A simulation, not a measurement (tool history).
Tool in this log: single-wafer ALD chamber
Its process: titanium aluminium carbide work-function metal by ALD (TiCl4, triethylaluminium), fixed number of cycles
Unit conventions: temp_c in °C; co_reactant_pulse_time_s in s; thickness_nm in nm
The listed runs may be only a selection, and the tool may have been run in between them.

run  hour  temp_c  co_reactant_pulse_time_s  thickness_nm
  1     0     320                     10.68        2.1866
  2   7.4     317                      9.87        2.1347
  3  13.8     311                      9.87        2.0797
  4  19.2     309                      9.35        2.0453
  5    23     307                      8.97        2.0196
  6  25.3     300                      8.97        1.9598
  7  33.8     299                      8.58        1.9364
  8    40     296                      5.72        1.4665
  9  46.9     297                      6.07        1.5614
 10    49     297                      6.36        1.6248
 11  53.2     297                       6.6        1.6713
 12  59.3     297                      6.79        1.7178
 13  61.6     297                      6.93        1.7264
 14  64.9     297                      7.06        1.7492
 15    67     297                      7.06        1.7475
 16  70.6     297                      7.16        1.7744
 17  71.3     297                      7.23        1.7642
 18  77.6     308                      9.16        2.0197

Run 19 comes next. What will it give?
 19    79     308                      9.16             ?

Run 19 measured thickness_nm 2.0409 nm.
